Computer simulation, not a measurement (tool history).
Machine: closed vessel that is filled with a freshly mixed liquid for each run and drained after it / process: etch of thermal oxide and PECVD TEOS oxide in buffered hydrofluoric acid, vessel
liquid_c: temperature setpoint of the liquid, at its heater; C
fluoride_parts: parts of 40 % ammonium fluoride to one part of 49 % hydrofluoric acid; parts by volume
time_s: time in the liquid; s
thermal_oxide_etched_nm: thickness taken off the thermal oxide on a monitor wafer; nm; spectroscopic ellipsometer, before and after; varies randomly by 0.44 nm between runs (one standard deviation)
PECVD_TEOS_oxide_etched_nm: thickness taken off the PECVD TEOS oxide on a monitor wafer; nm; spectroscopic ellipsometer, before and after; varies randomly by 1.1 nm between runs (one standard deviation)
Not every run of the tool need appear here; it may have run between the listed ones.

{"run": 1, "hour": 0.0, "liquid_c": 24, "fluoride_parts": 13, "time_s": 60, "thermal_oxide_etched_nm": 53.715, "PECVD_TEOS_oxide_etched_nm": 153.29}
{"run": 2, "hour": 8.8, "liquid_c": 24, "fluoride_parts": 13, "time_s": 85, "thermal_oxide_etched_nm": 76.023, "PECVD_TEOS_oxide_etched_nm": 218.37}
{"run": 3, "hour": 11.0, "liquid_c": 24, "fluoride_parts": 13, "time_s": 100, "thermal_oxide_etched_nm": 89.447, "PECVD_TEOS_oxide_etched_nm": 253.32}
{"run": 4, "hour": 13.8, "liquid_c": 23, "fluoride_parts": 13, "time_s": 100, "thermal_oxide_etched_nm": 84.246, "PECVD_TEOS_oxide_etched_nm": 240.99}
{"run": 5, "hour": 15.2, "liquid_c": 25, "fluoride_parts": 13, "time_s": 100, "thermal_oxide_etched_nm": 94.413, "PECVD_TEOS_oxide_etched_nm": 269.7}
{"run": 6, "hour": 16.1, "liquid_c": 23.5, "fluoride_parts": 13, "time_s": 100, "thermal_oxide_etched_nm": 87.235, "PECVD_TEOS_oxide_etched_nm": 249.21}
{"run": 7, "hour": 20.0, "liquid_c": 22.5, "fluoride_parts": 13, "time_s": 100, "thermal_oxide_etched_nm": 83.067, "PECVD_TEOS_oxide_etched_nm": 234.11}
{"run": 8, "hour": 25.7, "liquid_c": 22, "fluoride_parts": 13, "time_s": 100, "thermal_oxide_etched_nm": 80.658, "PECVD_TEOS_oxide_etched_nm": 230.57}
{"run": 9, "hour": 32.1, "liquid_c": 21.5, "fluoride_parts": 13, "time_s": 100, "thermal_oxide_etched_nm": 77.911, "PECVD_TEOS_oxide_etched_nm": 221.39}
{"run": 10, "hour": 37.5, "liquid_c": 21, "fluoride_parts": 13, "time_s": 100, "thermal_oxide_etched_nm": 75.735, "PECVD_TEOS_oxide_etched_nm": 215.91}
{"run": 11, "hour": 46.0, "liquid_c": 20.5, "fluoride_parts": 13, "time_s": 100, "thermal_oxide_etched_nm": 73.454, "PECVD_TEOS_oxide_etched_nm": 208.78}
{"hour": 53.0, "done": "hydrofluoric acid flow meter replaced"}
{"run": 12, "hour": 53.0, "liquid_c": 20, "fluoride_parts": 13, "time_s": 100, "thermal_oxide_etched_nm": 67.701, "PECVD_TEOS_oxide_etched_nm": 194.13}
{"run": 13, "hour": 61.4, "liquid_c": 19.5, "fluoride_parts": 13, "time_s": 100, "thermal_oxide_etched_nm": 66.409, "PECVD_TEOS_oxide_etched_nm": 188.12}

Run 14 comes next. What will it give?
{"run": 14, "hour": 64.3, "liquid_c": 18.5, "fluoride_parts": 13, "time_s": 100, "thermal_oxide_etched_nm": "?", "PECVD_TEOS_oxide_etched_nm": "?"}

Run 14 measured thermal_oxide_etched_nm 61.231 nm, PECVD_TEOS_oxide_etched_nm 178.22 nm.
